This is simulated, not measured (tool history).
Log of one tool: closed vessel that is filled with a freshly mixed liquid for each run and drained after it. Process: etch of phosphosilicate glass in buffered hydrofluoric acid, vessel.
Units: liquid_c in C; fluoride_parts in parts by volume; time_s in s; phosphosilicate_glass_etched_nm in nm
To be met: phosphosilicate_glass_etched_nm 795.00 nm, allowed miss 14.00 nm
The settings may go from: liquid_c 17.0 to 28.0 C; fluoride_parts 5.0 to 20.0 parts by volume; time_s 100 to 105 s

run	hour	liquid_c	fluoride_parts	time_s	phosphosilicate_glass_etched_nm
1	0.0	20.0	12.0	100	458.76
2	5.0	21.0	12.0	100	486.64
3	5.6	22.0	12.0	100	513.45
4	7.5	24.5	12.0	100	596.05
5	10.8	24.5	12.0	105	619.63
6	14.5	24.5	12.0	100	595.73
7	20.5	25.0	12.0	100	610.30
8	21.4	25.5	12.0	100	619.91
9	28.6	26.0	12.0	100	641.02
# hour 35.2: thermometer replaced
10	35.2	26.5	12.0	100	701.36
11	38.4	27.5	12.0	100	739.17

5 next moves are on the table. One of them brings every result within its allowed miss. Which?
A	41.6	27.0	12.5	105	?
B	41.6	28.0	11.0	100	?
C	41.6	26.5	10.5	100	?
D	41.6	25.5	12.5	105	?
E	41.6	27.0	13.0	100	?

move	phosphosilicate_glass_etched_nm
A	725.69
B	825.84
C	797.59
D	669.45
E	665.12
A: further off than the last run
B: takes the result that was furthest off past its target
C: meets every target
D: further off than the last run
E: further off than the last run
Answer: C
